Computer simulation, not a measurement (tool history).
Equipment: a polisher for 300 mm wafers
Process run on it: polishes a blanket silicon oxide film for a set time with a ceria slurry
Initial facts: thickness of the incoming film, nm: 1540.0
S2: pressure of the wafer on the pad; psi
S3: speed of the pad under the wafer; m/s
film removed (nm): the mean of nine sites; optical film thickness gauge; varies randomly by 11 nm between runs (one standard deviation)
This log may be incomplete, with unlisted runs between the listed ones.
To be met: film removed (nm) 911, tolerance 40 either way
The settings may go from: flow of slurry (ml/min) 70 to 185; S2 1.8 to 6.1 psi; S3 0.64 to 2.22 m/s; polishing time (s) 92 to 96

{"run": 1, "hour": 0.0, "flow of slurry (ml/min)": 120, "S2": 3.9, "S3": 1.42, "polishing time (s)": 92, "film removed (nm)": 697.33}
{"run": 2, "hour": 8.2, "flow of slurry (ml/min)": 125, "S2": 4.1, "S3": 1.42, "polishing time (s)": 92, "film removed (nm)": 726.05}
{"run": 3, "hour": 12.3, "flow of slurry (ml/min)": 125, "S2": 4.1, "S3": 1.42, "polishing time (s)": 96, "film removed (nm)": 748.86}
{"run": 4, "hour": 14.5, "flow of slurry (ml/min)": 125, "S2": 4.1, "S3": 1.42, "polishing time (s)": 96, "film removed (nm)": 756.41}
{"run": 5, "hour": 20.6, "flow of slurry (ml/min)": 125, "S2": 3.6, "S3": 1.42, "polishing time (s)": 96, "film removed (nm)": 669.92}
{"run": 6, "hour": 22.5, "flow of slurry (ml/min)": 125, "S2": 3.9, "S3": 1.42, "polishing time (s)": 96, "film removed (nm)": 729.26}
{"run": 7, "hour": 27.2, "flow of slurry (ml/min)": 125, "S2": 4.1, "S3": 1.42, "polishing time (s)": 96, "film removed (nm)": 769.6}
{"run": 8, "hour": 33.5, "flow of slurry (ml/min)": 125, "S2": 4.3, "S3": 1.42, "polishing time (s)": 96, "film removed (nm)": 796.04}
{"run": 9, "hour": 37.4, "flow of slurry (ml/min)": 125, "S2": 4.4, "S3": 1.42, "polishing time (s)": 96, "film removed (nm)": 792.76}
{"run": 10, "hour": 43.0, "flow of slurry (ml/min)": 125, "S2": 4.4, "S3": 1.42, "polishing time (s)": 96, "film removed (nm)": 803.96}
{"run": 11, "hour": 47.9, "flow of slurry (ml/min)": 125, "S2": 4.5, "S3": 1.42, "polishing time (s)": 96, "film removed (nm)": 814.51}

Exactly one of the 5 candidate moves below puts every result within its allowed miss. Which one?
{"run": "A", "hour": 52.8, "flow of slurry (ml/min)": 105, "S2": 4.7, "S3": 1.72, "polishing time (s)": 92, "film removed (nm)": "?"}
{"run": "B", "hour": 52.8, "flow of slurry (ml/min)": 105, "S2": 4.7, "S3": 1.82, "polishing time (s)": 94, "film removed (nm)": "?"}
{"run": "C", "hour": 52.8, "flow of slurry (ml/min)": 85, "S2": 3.6, "S3": 1.62, "polishing time (s)": 96, "film removed (nm)": "?"}
{"run": "D", "hour": 52.8, "flow of slurry (ml/min)": 135, "S2": 4.8, "S3": 1.68, "polishing time (s)": 96, "film removed (nm)": "?"}
{"run": "E", "hour": 52.8, "flow of slurry (ml/min)": 120, "S2": 5.3, "S3": 1.54, "polishing time (s)": 96, "film removed (nm)": "?"}

move=A film_removed_(nm)=921.8
move=B film_removed_(nm)=994.3
move=C film_removed_(nm)=704.21
move=D film_removed_(nm)=1012.6
move=E film_removed_(nm)=979.58
A: every result within its allowed miss
B: takes the biggest miss from the last run beyond its target
C: its largest miss is bigger than the last run's
D: takes the biggest miss from the last run beyond its target
E: takes the biggest miss from the last run beyond its target
A is the move that brings every result within its allowed miss.
